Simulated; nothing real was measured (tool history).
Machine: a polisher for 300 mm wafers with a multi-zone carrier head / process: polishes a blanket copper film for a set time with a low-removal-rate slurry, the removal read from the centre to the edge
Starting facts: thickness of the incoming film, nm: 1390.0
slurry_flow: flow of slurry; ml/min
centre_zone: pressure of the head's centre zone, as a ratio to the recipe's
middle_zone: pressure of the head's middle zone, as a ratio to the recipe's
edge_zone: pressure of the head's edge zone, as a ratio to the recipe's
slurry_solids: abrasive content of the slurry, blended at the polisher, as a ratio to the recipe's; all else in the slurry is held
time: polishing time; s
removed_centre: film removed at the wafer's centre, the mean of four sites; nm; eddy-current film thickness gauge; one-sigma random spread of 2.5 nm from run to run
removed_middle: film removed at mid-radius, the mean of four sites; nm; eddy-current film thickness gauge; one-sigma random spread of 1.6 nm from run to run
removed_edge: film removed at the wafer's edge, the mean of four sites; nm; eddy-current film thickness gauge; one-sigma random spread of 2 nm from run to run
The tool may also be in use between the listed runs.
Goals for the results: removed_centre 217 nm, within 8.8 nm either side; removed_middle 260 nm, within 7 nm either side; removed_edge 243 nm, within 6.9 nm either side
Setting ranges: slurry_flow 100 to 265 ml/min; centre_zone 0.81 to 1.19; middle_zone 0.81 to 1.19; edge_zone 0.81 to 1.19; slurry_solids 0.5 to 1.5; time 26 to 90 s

| run | hour | slurry_flow | centre_zone | middle_zone | edge_zone | slurry_solids | time | removed_centre | removed_middle | removed_edge |
|---|---|---|---|---|---|---|---|---|---|---|
| 1 | 0 | 170 | 1 | 1 | 1 | 1 | 58 | 187.87 | 187.15 | 187.48 |
| 2 | 1.4 | 145 | 1 | 1 | 1 | 1 | 58 | 176.43 | 183.25 | 183.7 |
| 3 | 8.8 | 145 | 1 | 1 | 1 | 1.15 | 58 | 189.83 | 191.39 | 189.37 |
| 4 | 14.3 | 155 | 0.98 | 1.03 | 1.04 | 1.2 | 59 | 189.23 | 203.05 | 196.64 |
| 5 | 18.3 | 165 | 0.97 | 1.04 | 1.07 | 1.25 | 60 | 198.68 | 208.44 | 209.57 |
| 6 | 20.8 | 175 | 0.96 | 1.07 | 1.09 | 1.3 | 60 | 197.54 | 219.61 | 214.11 |
| 7 | 26.1 | 185 | 0.96 | 1.09 | 1.11 | 1.35 | 60 | 201.12 | 223.76 | 220.49 |
| 8 | 30.8 | 195 | 0.96 | 1.11 | 1.12 | 1.4 | 60 | 199.5 | 234.02 | 225.81 |
| 9 | 39.7 | 195 | 0.96 | 1.11 | 1.12 | 1.4 | 60 | 202.4 | 235.69 | 220.74 |
| 10 | 45.5 | 200 | 0.96 | 1.12 | 1.13 | 1.4 | 60 | 206.04 | 235.49 | 223.11 |
| 11 | 48 | 205 | 0.96 | 1.13 | 1.14 | 1.4 | 60 | 201.37 | 242.47 | 224.43 |
| 12 | 48.6 | 210 | 0.96 | 1.13 | 1.15 | 1.4 | 60 | 212.25 | 240.42 | 228.21 |
| 13 | 56.9 | 215 | 0.95 | 1.14 | 1.16 | 1.4 | 60 | 208.44 | 245.47 | 229.8 |
| 14 | 65.5 | 220 | 0.95 | 1.14 | 1.17 | 1.4 | 60 | 207.27 | 243.3 | 228.12 |
| 15 | 73.3 | 220 | 0.95 | 1.15 | 1.18 | 1.45 | 61 | 208.43 | 252.68 | 234.74 |
| 16 | 74.1 | 225 | 0.95 | 1.15 | 1.18 | 1.45 | 61 | 211.05 | 251.57 | 239.27 |

5 next moves are on the table. One of them brings every result within its allowed miss. Which?
| A | 74.9 | 220 | 0.95 | 1.17 | 1.18 | 1.45 | 59 | ? | ? | ? |
| B | 74.9 | 225 | 0.91 | 1.06 | 1.19 | 1.4 | 63 | ? | ? | ? |
| C | 74.9 | 250 | 0.93 | 1.09 | 1.19 | 1.25 | 63 | ? | ? | ? |
| D | 74.9 | 255 | 0.99 | 1.06 | 1.19 | 1.5 | 60 | ? | ? | ? |
| E | 74.9 | 200 | 0.94 | 1.14 | 1.14 | 1.45 | 64 | ? | ? | ? |

| move | removed_centre | removed_middle | removed_edge |
|---|---|---|---|
| A | 198.25 | 247.57 | 231.11 |
| B | 201.5 | 241.6 | 246.7 |
| C | 203.36 | 243.89 | 242.35 |
| D | 215.78 | 237.18 | 241.41 |
| E | 209.84 | 259.43 | 244.12 |
A: further off than the last run
B: further off than the last run
C: further off than the last run
D: further off than the last run
E: all results in spec
Answer: E
